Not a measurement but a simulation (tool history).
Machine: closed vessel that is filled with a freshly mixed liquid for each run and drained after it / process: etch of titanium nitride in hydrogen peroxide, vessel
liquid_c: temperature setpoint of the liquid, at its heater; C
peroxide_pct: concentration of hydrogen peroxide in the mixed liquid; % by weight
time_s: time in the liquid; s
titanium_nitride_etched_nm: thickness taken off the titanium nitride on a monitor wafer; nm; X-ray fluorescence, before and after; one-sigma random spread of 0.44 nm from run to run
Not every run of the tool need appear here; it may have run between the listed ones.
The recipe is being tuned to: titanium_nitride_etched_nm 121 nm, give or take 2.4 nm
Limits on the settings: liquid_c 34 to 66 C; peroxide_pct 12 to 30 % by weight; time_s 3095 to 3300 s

run  hour  liquid_c  peroxide_pct  time_s  titanium_nitride_etched_nm
  1     0        50          20.5    3095                      89.785
  2   3.7      51.5          20.5    3095                      100.17
  3   7.3      52.5          20.5    3095                      107.39
  4   9.4        53          20.5    3095                       110.9
  5  11.8        57          20.5    3095                      146.96
  6  21.6        56          20.5    3095                      136.88
  7  29.1      55.5          20.5    3095                      131.63
  8  35.2      55.5          20.5    3095                      131.94
  9  39.3        55          20.5    3095                      127.26

Next run, 5 choices. One meets every target within its allowed miss, the rest don't. Which?
  A  43.4        53          22.5    3300                           ?
  B  43.4      52.5          21.5    3300                           ?
  C  43.4      53.5          23.5    3300                           ?
  D  43.4        55          19.5    3160                           ?
  E  43.4      54.5            18    3300                           ?

move  titanium_nitride_etched_nm
   A                      120.52
   B                      115.19
   C                      126.04
   D                      128.88
   E                      127.77
A: all results land within tolerance of their targets
B: pushes the last run's worst result past its target
C: an improvement on the last run, though not all results are within tolerance
D: misses by more than the last run did
E: misses by more than the last run did
So the answer is move A, the one that meets all the targets.
